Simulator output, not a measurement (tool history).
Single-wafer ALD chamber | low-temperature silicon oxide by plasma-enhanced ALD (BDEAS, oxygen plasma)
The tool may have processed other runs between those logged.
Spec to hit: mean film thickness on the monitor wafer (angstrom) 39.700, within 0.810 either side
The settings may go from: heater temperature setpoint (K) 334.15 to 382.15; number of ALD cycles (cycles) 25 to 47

| run | hour | heater temperature setpoint (K) | number of ALD cycles (cycles) | mean film thickness on the monitor wafer (angstrom) |
|---|---|---|---|---|
| 1 | 0.0 | 358.15 | 36 | 50.947 |
| 2 | 4.9 | 358.15 | 40 | 56.997 |
| 3 | 6.6 | 362.15 | 40 | 56.473 |
| 4 | 10.4 | 364.15 | 37 | 51.815 |
| 5 | 12.7 | 369.15 | 37 | 50.799 |
| 6 | 14.1 | 378.15 | 37 | 49.721 |
| 7 | 18.8 | 379.15 | 35 | 47.037 |
| 8 | 25.1 | 380.15 | 34 | 45.689 |
| 9 | 26.0 | 380.15 | 33 | 44.141 |
| 10 | 28.9 | 380.15 | 32 | 42.842 |
| 11 | 33.9 | 380.15 | 31 | 41.581 |

Which single option among these 4 for the next run brings every result within its allowed miss of target? Just one does.
| A | 38.9 | 382.15 | 30 | ? |
| B | 38.9 | 381.15 | 31 | ? |
| C | 38.9 | 377.15 | 31 | ? |
| D | 38.9 | 382.15 | 32 | ? |

| move | mean film thickness on the monitor wafer (angstrom) |
|---|---|
| A | 40.276 |
| B | 41.686 |
| C | 41.953 |
| D | 42.962 |
A: hits every target within its allowed miss
B: its largest miss is bigger than the last run's
C: its largest miss is bigger than the last run's
D: its largest miss is bigger than the last run's
The move that meets every target is A.

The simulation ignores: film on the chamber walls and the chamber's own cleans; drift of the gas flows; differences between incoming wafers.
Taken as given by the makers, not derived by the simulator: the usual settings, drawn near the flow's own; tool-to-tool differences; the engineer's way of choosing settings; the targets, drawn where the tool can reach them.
